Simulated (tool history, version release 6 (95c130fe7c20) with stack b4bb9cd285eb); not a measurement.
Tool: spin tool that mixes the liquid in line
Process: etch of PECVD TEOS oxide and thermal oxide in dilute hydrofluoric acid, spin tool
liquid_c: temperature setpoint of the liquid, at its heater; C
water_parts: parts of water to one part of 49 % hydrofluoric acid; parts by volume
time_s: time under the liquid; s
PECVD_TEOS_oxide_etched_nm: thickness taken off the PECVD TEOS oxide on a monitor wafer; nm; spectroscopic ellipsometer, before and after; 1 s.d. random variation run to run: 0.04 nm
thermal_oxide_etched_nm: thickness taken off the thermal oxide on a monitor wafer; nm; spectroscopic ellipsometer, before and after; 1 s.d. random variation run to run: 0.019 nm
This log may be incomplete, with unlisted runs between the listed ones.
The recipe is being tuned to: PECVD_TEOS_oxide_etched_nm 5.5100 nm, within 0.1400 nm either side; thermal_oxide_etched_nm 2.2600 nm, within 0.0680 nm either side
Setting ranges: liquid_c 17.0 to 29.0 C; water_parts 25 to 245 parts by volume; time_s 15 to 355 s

{"run": 1, "hour": 0.0, "liquid_c": 21.0, "water_parts": 135, "time_s": 180, "PECVD_TEOS_oxide_etched_nm": 12.935, "thermal_oxide_etched_nm": 5.2257}
{"run": 2, "hour": 4.3, "liquid_c": 24.5, "water_parts": 135, "time_s": 180, "PECVD_TEOS_oxide_etched_nm": 14.736, "thermal_oxide_etched_nm": 6.1179}
{"run": 3, "hour": 10.8, "liquid_c": 24.5, "water_parts": 100, "time_s": 180, "PECVD_TEOS_oxide_etched_nm": 20.808, "thermal_oxide_etched_nm": 8.4719}
{"run": 4, "hour": 16.4, "liquid_c": 22.0, "water_parts": 135, "time_s": 180, "PECVD_TEOS_oxide_etched_nm": 13.4, "thermal_oxide_etched_nm": 5.3868}
{"run": 5, "hour": 19.0, "liquid_c": 22.0, "water_parts": 105, "time_s": 180, "PECVD_TEOS_oxide_etched_nm": 18.039, "thermal_oxide_etched_nm": 7.3004}
{"run": 6, "hour": 20.5, "liquid_c": 22.0, "water_parts": 70, "time_s": 180, "PECVD_TEOS_oxide_etched_nm": 28.03, "thermal_oxide_etched_nm": 11.306}
{"run": 7, "hour": 27.0, "liquid_c": 21.0, "water_parts": 115, "time_s": 180, "PECVD_TEOS_oxide_etched_nm": 15.467, "thermal_oxide_etched_nm": 6.347}
{"run": 8, "hour": 35.6, "liquid_c": 20.0, "water_parts": 140, "time_s": 180, "PECVD_TEOS_oxide_etched_nm": 11.803, "thermal_oxide_etched_nm": 4.782}
{"run": 9, "hour": 41.4, "liquid_c": 19.0, "water_parts": 160, "time_s": 180, "PECVD_TEOS_oxide_etched_nm": 9.8987, "thermal_oxide_etched_nm": 3.9489}
{"run": 10, "hour": 47.6, "liquid_c": 19.0, "water_parts": 180, "time_s": 180, "PECVD_TEOS_oxide_etched_nm": 8.495, "thermal_oxide_etched_nm": 3.5598}
{"run": 11, "hour": 56.1, "liquid_c": 18.5, "water_parts": 195, "time_s": 175, "PECVD_TEOS_oxide_etched_nm": 7.3248, "thermal_oxide_etched_nm": 3.0034}
{"run": 12, "hour": 61.5, "liquid_c": 18.0, "water_parts": 205, "time_s": 175, "PECVD_TEOS_oxide_etched_nm": 6.7656, "thermal_oxide_etched_nm": 2.7687}
{"run": 13, "hour": 65.7, "liquid_c": 17.5, "water_parts": 210, "time_s": 175, "PECVD_TEOS_oxide_etched_nm": 6.4811, "thermal_oxide_etched_nm": 2.6829}
{"run": 14, "hour": 73.7, "liquid_c": 17.5, "water_parts": 215, "time_s": 175, "PECVD_TEOS_oxide_etched_nm": 6.3414, "thermal_oxide_etched_nm": 2.5725}
{"run": 15, "hour": 76.6, "liquid_c": 17.5, "water_parts": 220, "time_s": 175, "PECVD_TEOS_oxide_etched_nm": 6.1746, "thermal_oxide_etched_nm": 2.5067}
{"run": 16, "hour": 82.2, "liquid_c": 17.5, "water_parts": 225, "time_s": 175, "PECVD_TEOS_oxide_etched_nm": 5.9909, "thermal_oxide_etched_nm": 2.4399}

Next run, 4 choices. One meets every target within its allowed miss, the rest don't. Which?
{"run": "A", "hour": 87.8, "liquid_c": 18.5, "water_parts": 245, "time_s": 165, "PECVD_TEOS_oxide_etched_nm": "?", "thermal_oxide_etched_nm": "?"}
{"run": "B", "hour": 87.8, "liquid_c": 17.0, "water_parts": 230, "time_s": 160, "PECVD_TEOS_oxide_etched_nm": "?", "thermal_oxide_etched_nm": "?"}
{"run": "C", "hour": 87.8, "liquid_c": 17.0, "water_parts": 230, "time_s": 155, "PECVD_TEOS_oxide_etched_nm": "?", "thermal_oxide_etched_nm": "?"}
{"run": "D", "hour": 87.8, "liquid_c": 18.5, "water_parts": 245, "time_s": 170, "PECVD_TEOS_oxide_etched_nm": "?", "thermal_oxide_etched_nm": "?"}

move=A PECVD_TEOS_oxide_etched_nm=5.2624 thermal_oxide_etched_nm=2.1628
move=B PECVD_TEOS_oxide_etched_nm=5.1981 thermal_oxide_etched_nm=2.1364
move=C PECVD_TEOS_oxide_etched_nm=5.0357 thermal_oxide_etched_nm=2.0696
move=D PECVD_TEOS_oxide_etched_nm=5.4219 thermal_oxide_etched_nm=2.2284
A: moves the result that the last run missed by most past its target, out the other side
B: moves the result that the last run missed by most past its target, out the other side
C: moves the result that the last run missed by most past its target, out the other side
D: in spec on every target
Correct choice: D, which meets every target
